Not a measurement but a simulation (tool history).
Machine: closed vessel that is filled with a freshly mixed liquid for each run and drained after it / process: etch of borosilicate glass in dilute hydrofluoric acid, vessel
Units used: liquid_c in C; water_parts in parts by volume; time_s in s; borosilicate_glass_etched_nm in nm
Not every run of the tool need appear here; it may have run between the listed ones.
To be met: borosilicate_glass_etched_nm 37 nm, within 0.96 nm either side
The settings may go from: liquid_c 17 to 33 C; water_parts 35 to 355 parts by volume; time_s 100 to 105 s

| run | hour | liquid_c | water_parts | time_s | borosilicate_glass_etched_nm |
|---|---|---|---|---|---|
| 1 | 0 | 25 | 195 | 100 | 16.177 |
| 2 | 5.7 | 23 | 195 | 100 | 14.981 |
| 3 | 9.5 | 25.5 | 175 | 100 | 18.653 |
| 4 | 14.2 | 27.5 | 175 | 100 | 20.4 |
| 5 | 15.7 | 24 | 175 | 100 | 17.794 |
| 6 | 23.2 | 24 | 175 | 100 | 17.763 |
| 7 | 27.3 | 26 | 160 | 100 | 21.266 |
| 8 | 36 | 27.5 | 150 | 100 | 24.253 |
| 9 | 42 | 29 | 140 | 100 | 27.835 |
| 10 | 49.4 | 30 | 135 | 100 | 29.72 |
| 11 | 53.9 | 30.5 | 130 | 100 | 32.174 |
| 12 | 60.2 | 31 | 130 | 100 | 33.05 |
| 13 | 62.8 | 31.5 | 130 | 100 | 33.489 |
| 14 | 68.6 | 32 | 130 | 100 | 33.874 |

4 candidate next runs follow, results not yet known. Just one meets every target within its allowed miss. Identify it.
| A | 74.4 | 33 | 135 | 105 | ? |
| B | 74.4 | 30.5 | 115 | 100 | ? |
| C | 74.4 | 29 | 120 | 105 | ? |
| D | 74.4 | 32 | 125 | 100 | ? |

| move | borosilicate_glass_etched_nm |
|---|---|
| A | 35.197 |
| B | 36.989 |
| C | 34.97 |
| D | 35.437 |
A: nearer than the last run, and not there yet
B: all results in spec
C: nearer than the last run, and not there yet
D: nearer than the last run, and not there yet
B is the move that brings every result within its allowed miss.
